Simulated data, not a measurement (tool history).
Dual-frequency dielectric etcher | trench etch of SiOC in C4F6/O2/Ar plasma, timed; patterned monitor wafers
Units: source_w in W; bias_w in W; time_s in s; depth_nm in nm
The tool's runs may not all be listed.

| run | hour | source_w | bias_w | time_s | depth_nm |
|---|---|---|---|---|---|
| 1 | 0 | 480 | 242 | 12 | 31.091 |
| 2 | 4.8 | 480 | 242 | 11 | 28.575 |
| 3 | 10.3 | 480 | 242 | 11 | 28.669 |
| 4 | 13.9 | 480 | 204 | 11 | 27.056 |
| 5 | 14.7 | 480 | 204 | 12 | 29.186 |
| 6 | 15.6 | 480 | 168 | 12 | 27.89 |
| 7 | 21 | 510 | 180 | 12 | 28.998 |

Run 8 comes next. What will it give?
| 8 | 28.7 | 540 | 189 | 12 | ? |

Run 8 gave depth_nm 30.417 nm.

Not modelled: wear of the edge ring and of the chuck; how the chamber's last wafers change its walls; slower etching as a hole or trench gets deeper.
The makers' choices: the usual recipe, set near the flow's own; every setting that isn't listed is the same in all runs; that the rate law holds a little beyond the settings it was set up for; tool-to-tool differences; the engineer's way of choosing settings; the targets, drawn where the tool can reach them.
